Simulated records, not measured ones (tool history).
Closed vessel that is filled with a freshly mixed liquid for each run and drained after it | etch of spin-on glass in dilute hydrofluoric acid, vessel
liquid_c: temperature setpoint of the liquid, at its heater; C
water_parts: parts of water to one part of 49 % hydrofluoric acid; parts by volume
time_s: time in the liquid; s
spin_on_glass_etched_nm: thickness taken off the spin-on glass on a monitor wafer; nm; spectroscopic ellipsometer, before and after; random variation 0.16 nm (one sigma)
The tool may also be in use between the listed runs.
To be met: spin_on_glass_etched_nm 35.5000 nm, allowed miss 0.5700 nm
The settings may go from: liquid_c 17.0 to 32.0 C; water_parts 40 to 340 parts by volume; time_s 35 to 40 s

Run 1, hour 0.0: liquid_c 24.0 C, water_parts 190 parts by volume, time_s 40 s. Result: spin_on_glass_etched_nm 9.5229 nm.
Run 2, hour 2.2: liquid_c 26.0 C, water_parts 190 parts by volume, time_s 40 s. Result: spin_on_glass_etched_nm 10.3350 nm.
Run 3, hour 3.4: liquid_c 26.0 C, water_parts 190 parts by volume, time_s 35 s. Result: spin_on_glass_etched_nm 8.9346 nm.
Run 4, hour 6.5: liquid_c 27.5 C, water_parts 155 parts by volume, time_s 35 s. Result: spin_on_glass_etched_nm 12.1670 nm.
Run 5, hour 7.6: liquid_c 27.5 C, water_parts 185 parts by volume, time_s 35 s. Result: spin_on_glass_etched_nm 9.7401 nm.
Run 6, hour 12.8: liquid_c 27.5 C, water_parts 185 parts by volume, time_s 40 s. Result: spin_on_glass_etched_nm 11.2250 nm.
Run 7, hour 18.1: liquid_c 27.5 C, water_parts 185 parts by volume, time_s 40 s. Result: spin_on_glass_etched_nm 11.1010 nm.
Run 8, hour 22.5: liquid_c 31.5 C, water_parts 110 parts by volume, time_s 40 s. Result: spin_on_glass_etched_nm 24.1740 nm.
Run 9, hour 29.8: liquid_c 31.5 C, water_parts 100 parts by volume, time_s 40 s. Result: spin_on_glass_etched_nm 26.8880 nm.
Run 10, hour 31.9: liquid_c 31.5 C, water_parts 95 parts by volume, time_s 40 s. Result: spin_on_glass_etched_nm 28.6210 nm.
Run 11, hour 40.2: liquid_c 31.5 C, water_parts 90 parts by volume, time_s 40 s. Result: spin_on_glass_etched_nm 30.4900 nm.
Run 12, hour 41.0: liquid_c 31.5 C, water_parts 85 parts by volume, time_s 40 s. Result: spin_on_glass_etched_nm 32.3680 nm.

Which of these 4 next moves meets every target?
Run A, hour 41.8: liquid_c 32.0 C, water_parts 95 parts by volume, time_s 40 s. Result: spin_on_glass_etched_nm ?.
Run B, hour 41.8: liquid_c 32.0 C, water_parts 80 parts by volume, time_s 40 s. Result: spin_on_glass_etched_nm ?.
Run C, hour 41.8: liquid_c 31.5 C, water_parts 95 parts by volume, time_s 40 s. Result: spin_on_glass_etched_nm ?.
Run D, hour 41.8: liquid_c 31.0 C, water_parts 75 parts by volume, time_s 40 s. Result: spin_on_glass_etched_nm ?.

move  spin_on_glass_etched_nm
   A                  28.9000
   B                  35.1690
   C                  28.3740
   D                  36.4320
A: further off than the last run
B: meets every target
C: further off than the last run
D: takes the result that was furthest off past its target
Move B is the one to make.
